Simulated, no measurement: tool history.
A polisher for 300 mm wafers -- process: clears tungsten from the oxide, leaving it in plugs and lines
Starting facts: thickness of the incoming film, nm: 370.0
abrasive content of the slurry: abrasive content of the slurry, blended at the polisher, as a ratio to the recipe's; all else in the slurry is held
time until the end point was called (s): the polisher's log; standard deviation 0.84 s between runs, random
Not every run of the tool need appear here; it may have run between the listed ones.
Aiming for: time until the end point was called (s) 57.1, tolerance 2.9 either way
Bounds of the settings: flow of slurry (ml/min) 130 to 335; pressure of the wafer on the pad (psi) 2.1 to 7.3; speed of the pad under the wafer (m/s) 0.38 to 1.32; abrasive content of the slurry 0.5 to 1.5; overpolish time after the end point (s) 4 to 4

| run | hour | flow of slurry (ml/min) | pressure of the wafer on the pad (psi) | speed of the pad under the wafer (m/s) | abrasive content of the slurry | overpolish time after the end point (s) | time until the end point was called (s) |
|---|---|---|---|---|---|---|---|
| 1 | 0 | 215 | 4.7 | 0.84 | 1 | 4 | 82.547 |
| 2 | 1 | 215 | 5.2 | 0.84 | 1 | 4 | 76.49 |
| 3 | 9.5 | 215 | 5.7 | 0.86 | 1 | 4 | 69.223 |
| 4 | 10.5 | 170 | 5.7 | 0.86 | 1 | 4 | 74.009 |
| 5 | 18.2 | 170 | 5.7 | 0.74 | 1 | 4 | 83.028 |
| 6 | 26.5 | 140 | 5.7 | 0.74 | 1 | 4 | 82.916 |
| 7 | 30.9 | 140 | 6.2 | 0.78 | 1 | 4 | 74.869 |
| 8 | 31.8 | 145 | 6.5 | 0.8 | 1 | 4 | 71.692 |
| 9 | 33.8 | 150 | 6.8 | 0.84 | 1 | 4 | 66.164 |
| 10 | 36.9 | 150 | 7 | 0.86 | 1 | 4 | 61.474 |
| 11 | 42 | 150 | 7.1 | 0.86 | 1 | 4 | 60.597 |
| 12 | 43.5 | 150 | 7.2 | 0.86 | 1 | 4 | 61.711 |

5 candidate next runs follow, results not yet known. Just one meets every target within its allowed miss. Identify it.
| A | 45 | 260 | 6.8 | 0.82 | 1 | 4 | ? |
| B | 45 | 145 | 7.3 | 0.76 | 1.05 | 4 | ? |
| C | 45 | 190 | 6.8 | 0.8 | 0.85 | 4 | ? |
| D | 45 | 210 | 7.3 | 0.98 | 1.05 | 4 | ? |
| E | 45 | 130 | 7.3 | 0.94 | 0.9 | 4 | ? |

| move | time until the end point was called (s) |
|---|---|
| A | 61.699 |
| B | 67.268 |
| C | 67.906 |
| D | 49.731 |
| E | 57.718 |
A: neither nearer nor further off than the last run
B: moves away from the targets compared with the last run
C: moves away from the targets compared with the last run
D: moves the result that the last run missed by most past its target, out the other side
E: in spec on every target
Answer: E

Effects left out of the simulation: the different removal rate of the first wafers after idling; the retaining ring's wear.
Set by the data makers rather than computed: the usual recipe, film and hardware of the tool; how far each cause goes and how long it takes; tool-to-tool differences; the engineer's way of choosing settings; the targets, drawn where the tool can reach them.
